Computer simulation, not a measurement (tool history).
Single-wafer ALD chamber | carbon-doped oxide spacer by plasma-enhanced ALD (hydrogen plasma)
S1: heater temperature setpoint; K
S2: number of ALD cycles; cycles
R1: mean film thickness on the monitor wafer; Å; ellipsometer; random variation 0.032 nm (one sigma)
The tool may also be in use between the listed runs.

| run | hour | S1 | S2 | R1 |
|---|---|---|---|---|
| 1 | 0 | 698.15 | 366 | 171.71 |
| 2 | 2.4 | 698.15 | 335 | 156.86 |
| 3 | 4.5 | 691.15 | 335 | 160.61 |
| 4 | 10.5 | 693.15 | 319 | 150.9 |
| 5 | 13.4 | 686.15 | 319 | 154.31 |
| 6 | 21.8 | 688.15 | 306 | 148.09 |

Forecast run 7:
| 7 | 24.4 | 690.15 | 298 | ? |

{"run 7": {"R1": 142.57}}

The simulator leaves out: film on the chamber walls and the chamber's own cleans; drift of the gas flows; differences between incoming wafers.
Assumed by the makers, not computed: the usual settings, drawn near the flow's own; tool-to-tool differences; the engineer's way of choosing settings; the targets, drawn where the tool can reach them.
